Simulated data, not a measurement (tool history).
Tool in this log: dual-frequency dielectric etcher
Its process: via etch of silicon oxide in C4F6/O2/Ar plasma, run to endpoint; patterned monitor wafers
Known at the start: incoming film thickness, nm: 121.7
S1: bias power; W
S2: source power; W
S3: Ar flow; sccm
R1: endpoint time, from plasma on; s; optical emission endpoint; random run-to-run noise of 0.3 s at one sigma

run,hour,S1,S2,S3,R1
1,0,373,350,319,32.921
2,8.6,373,350,354,32.726
3,14.3,373,390,354,31.606
4,17.5,426,390,354,29.831
5,25.2,391,370,355,31.924
6,28.2,391,410,355,30.899
7,32.3,358,400,356,31.943
8,34.3,333,380,357,33.35
9,42.5,313,370,358,34.297
10,45.6,297,360,359,36.049
11,47,288,360,359,35.744
12,47.8,277,360,360,36.36
13,51.3,269,360,360,36.508
14,60,269,360,360,36.483

Run 15 is up next; what results do you expect?
15,67.9,262,360,361,?

R1: 37.742 s

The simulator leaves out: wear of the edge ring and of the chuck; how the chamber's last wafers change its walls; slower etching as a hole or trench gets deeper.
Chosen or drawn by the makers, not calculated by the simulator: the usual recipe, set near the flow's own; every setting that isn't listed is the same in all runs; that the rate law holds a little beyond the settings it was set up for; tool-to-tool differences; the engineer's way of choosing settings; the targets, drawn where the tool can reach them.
